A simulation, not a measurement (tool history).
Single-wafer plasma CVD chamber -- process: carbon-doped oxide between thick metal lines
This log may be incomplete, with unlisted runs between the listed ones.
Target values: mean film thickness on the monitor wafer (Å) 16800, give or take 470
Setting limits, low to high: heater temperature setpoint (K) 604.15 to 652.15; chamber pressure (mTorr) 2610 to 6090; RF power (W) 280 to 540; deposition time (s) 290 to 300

run    day  heater temperature setpoint (K)  chamber pressure (mTorr)  RF power (W)  deposition time (s)  mean film thickness on the monitor wafer (Å)
  1  0.000                           628.15                      4350           410                  290                                         13247
  2  0.067                           627.15                      4520           445                  292                                         14438
  3  0.183                           627.15                      4520           415                  292                                         13474
  4  0.229                           627.15                      4530           445                  294                                         14660
  5  0.538                           627.15                      4640           460                  295                                         15108
     0.746  -- capacitance manometer re-zeroed and calibrated
  6  0.746                           626.15                      4720           475                  296                                         15408
  7  1.062                           626.15                      4720           490                  297                                         15942
  8  1.100                           626.15                      4740           500                  298                                         16273

4 next moves are on the table. One of them brings every result within its allowed miss. Which?
  A  1.138                           617.15                      4610           500                  300                                             ?
  B  1.138                           637.15                      4240           530                  290                                             ?
  C  1.138                           621.15                      4530           465                  300                                             ?
  D  1.138                           623.15                      4660           480                  300                                             ?

move  mean film thickness on the monitor wafer (Å)
   A                                         16437
   B                                         15687
   C                                         15335
   D                                         15731
A: all results land within tolerance of their targets
B: the biggest miss grows against the last run
C: the biggest miss grows against the last run
D: the biggest miss grows against the last run
Correct choice: A, which meets every target
